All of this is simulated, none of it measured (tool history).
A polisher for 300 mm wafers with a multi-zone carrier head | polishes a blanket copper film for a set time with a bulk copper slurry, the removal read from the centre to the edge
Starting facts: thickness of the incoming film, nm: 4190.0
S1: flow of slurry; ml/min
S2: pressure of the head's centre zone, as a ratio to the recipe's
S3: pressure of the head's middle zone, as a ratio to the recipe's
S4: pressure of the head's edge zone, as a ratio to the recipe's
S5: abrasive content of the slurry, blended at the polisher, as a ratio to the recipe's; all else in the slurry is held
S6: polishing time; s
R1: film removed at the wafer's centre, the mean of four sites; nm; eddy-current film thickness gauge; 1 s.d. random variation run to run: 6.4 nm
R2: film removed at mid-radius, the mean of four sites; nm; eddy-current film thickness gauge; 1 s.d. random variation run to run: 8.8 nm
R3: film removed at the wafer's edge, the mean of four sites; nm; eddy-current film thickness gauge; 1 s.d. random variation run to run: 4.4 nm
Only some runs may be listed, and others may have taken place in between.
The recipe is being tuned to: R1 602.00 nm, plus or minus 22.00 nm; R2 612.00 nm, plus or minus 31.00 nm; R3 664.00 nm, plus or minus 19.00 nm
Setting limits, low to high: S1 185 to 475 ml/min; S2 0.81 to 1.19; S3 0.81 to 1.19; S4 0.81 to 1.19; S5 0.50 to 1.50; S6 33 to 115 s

{"run": 1, "day": 0.0, "S1": 305, "S2": 1.0, "S3": 1.0, "S4": 1.0, "S5": 1.0, "S6": 73, "R1": 529.77, "R2": 506.93, "R3": 521.68}
{"run": 2, "day": 0.367, "S1": 305, "S2": 1.0, "S3": 1.0, "S4": 1.05, "S5": 1.0, "S6": 73, "R1": 526.96, "R2": 530.92, "R3": 532.99}
{"run": 3, "day": 0.638, "S1": 305, "S2": 0.99, "S3": 0.97, "S4": 1.08, "S5": 1.1, "S6": 74, "R1": 544.09, "R2": 515.07, "R3": 554.28}
{"run": 4, "day": 0.842, "S1": 305, "S2": 0.99, "S3": 0.9, "S4": 1.08, "S5": 1.1, "S6": 74, "R1": 538.24, "R2": 482.74, "R3": 554.82}
{"run": 5, "day": 1.088, "S1": 305, "S2": 0.97, "S3": 0.93, "S4": 1.1, "S5": 1.2, "S6": 76, "R1": 544.23, "R2": 526.47, "R3": 583.2}
{"run": 6, "day": 1.233, "S1": 310, "S2": 0.97, "S3": 0.94, "S4": 1.12, "S5": 1.25, "S6": 77, "R1": 557.75, "R2": 533.4, "R3": 593.87}
{"run": 7, "day": 1.288, "S1": 310, "S2": 0.92, "S3": 0.99, "S4": 1.14, "S5": 1.45, "S6": 85, "R1": 596.08, "R2": 646.47, "R3": 685.55}
{"run": 8, "day": 1.396, "S1": 310, "S2": 0.92, "S3": 0.99, "S4": 1.14, "S5": 1.45, "S6": 85, "R1": 595.45, "R2": 630.07, "R3": 689.82}
{"run": 9, "day": 1.621, "S1": 310, "S2": 0.93, "S3": 0.99, "S4": 1.13, "S5": 1.45, "S6": 85, "R1": 613.61, "R2": 646.63, "R3": 683.63}
{"run": 10, "day": 1.962, "S1": 310, "S2": 0.93, "S3": 0.98, "S4": 1.12, "S5": 1.45, "S6": 85, "R1": 615.09, "R2": 623.5, "R3": 689.67}

Consider the 4 candidate settings below. Which is the only one whose results all fall within their allowed miss of target?
{"run": "A", "day": 2.304, "S1": 270, "S2": 0.89, "S3": 0.92, "S4": 1.15, "S5": 1.4, "S6": 89, "R1": "?", "R2": "?", "R3": "?"}
{"run": "B", "day": 2.304, "S1": 300, "S2": 0.95, "S3": 0.98, "S4": 1.12, "S5": 1.4, "S6": 84, "R1": "?", "R2": "?", "R3": "?"}
{"run": "C", "day": 2.304, "S1": 255, "S2": 0.97, "S3": 0.92, "S4": 1.06, "S5": 1.3, "S6": 91, "R1": "?", "R2": "?", "R3": "?"}
{"run": "D", "day": 2.304, "S1": 315, "S2": 0.82, "S3": 0.81, "S4": 1.17, "S5": 1.5, "S6": 88, "R1": "?", "R2": "?", "R3": "?"}

move=A R1=606.12 R2=630.44 R3=720.20
move=B R1=616.32 R2=631.89 R3=673.87
move=C R1=663.66 R2=633.03 R3=694.80
move=D R1=565.27 R2=574.99 R3=734.99
A: moves away from the targets compared with the last run
B: hits every target within its allowed miss
C: moves away from the targets compared with the last run
D: moves away from the targets compared with the last run
B meets every target.
